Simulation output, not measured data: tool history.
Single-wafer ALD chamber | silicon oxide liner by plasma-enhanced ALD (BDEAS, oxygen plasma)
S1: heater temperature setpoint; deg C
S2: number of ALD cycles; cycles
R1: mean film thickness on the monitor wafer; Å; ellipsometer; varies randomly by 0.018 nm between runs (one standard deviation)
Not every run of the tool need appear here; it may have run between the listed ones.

Run 1, hour 0: S1 315 deg C, S2 66 cycles. Result: R1 61.707 Å.
Run 2, hour 0.5: S1 315 deg C, S2 63 cycles. Result: R1 59.202 Å.
Run 3, hour 1.9: S1 315 deg C, S2 60 cycles. Result: R1 55.753 Å.
Run 4, hour 3.7: S1 315 deg C, S2 58 cycles. Result: R1 54.147 Å.
Run 5, hour 12.5: S1 315 deg C, S2 63 cycles. Result: R1 59.043 Å.
Run 6, hour 15.5: S1 315 deg C, S2 61 cycles. Result: R1 57.22 Å.

What does the tool deliver on the next run?
Run 7, hour 22.1: S1 315 deg C, S2 59 cycles. Result: R1 ?.

Logged for run 7: R1 55.408 Å.

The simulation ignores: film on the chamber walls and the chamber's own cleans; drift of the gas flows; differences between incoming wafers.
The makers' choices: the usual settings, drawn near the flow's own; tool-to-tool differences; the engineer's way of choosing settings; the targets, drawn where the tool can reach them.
